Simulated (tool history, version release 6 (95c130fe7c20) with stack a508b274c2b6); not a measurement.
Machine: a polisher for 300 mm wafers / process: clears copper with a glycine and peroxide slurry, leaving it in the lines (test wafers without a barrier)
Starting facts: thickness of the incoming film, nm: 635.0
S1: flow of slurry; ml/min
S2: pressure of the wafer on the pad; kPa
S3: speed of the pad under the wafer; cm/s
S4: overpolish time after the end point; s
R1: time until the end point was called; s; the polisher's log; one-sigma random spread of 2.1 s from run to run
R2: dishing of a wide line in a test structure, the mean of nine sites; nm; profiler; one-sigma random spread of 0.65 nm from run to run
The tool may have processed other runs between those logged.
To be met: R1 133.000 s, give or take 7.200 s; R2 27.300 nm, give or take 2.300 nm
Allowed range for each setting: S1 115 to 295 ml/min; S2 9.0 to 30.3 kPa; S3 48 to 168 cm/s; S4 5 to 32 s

run  hour   S1    S2   S3  S4       R1      R2
  1   0.0  190  19.3  108  16   99.517  68.516
  2   4.9  190  22.1  108  16   88.400  72.621
  3   8.5  185  21.4  100  13   96.527  54.965
  4  15.3  185  17.2  100  13  114.600  47.533
  5  20.5  185  17.2  112  13  104.140  52.835
  6  25.2  185  15.9  110  11  112.890  41.464
  7  32.1  185  15.2  110  10  117.040  36.897
  8  34.8  185  14.5  110   9  121.020  31.501
  9  37.4  185  13.8  110   9  126.060  32.754

Which one of the following 4 next-run settings gets every result inside its allowed miss? There is exactly one.
  A  40.0  215  15.9  100   7   ?   ?
  B  40.0  170  16.5   82  10   ?   ?
  C  40.0  200  16.5   86  11   ?   ?
  D  40.0  140  13.8  106   8   ?   ?

move       R1      R2
   A  118.830  26.791
   B  138.380  32.496
   C  130.790  37.305
   D  132.570  27.305
A: meets the target for the result that was furthest off, but another lies outside its allowed miss
B: as far off as the last run
C: moves away from the targets compared with the last run
D: each result inside its tolerance
D is the move that brings every result within its allowed miss.

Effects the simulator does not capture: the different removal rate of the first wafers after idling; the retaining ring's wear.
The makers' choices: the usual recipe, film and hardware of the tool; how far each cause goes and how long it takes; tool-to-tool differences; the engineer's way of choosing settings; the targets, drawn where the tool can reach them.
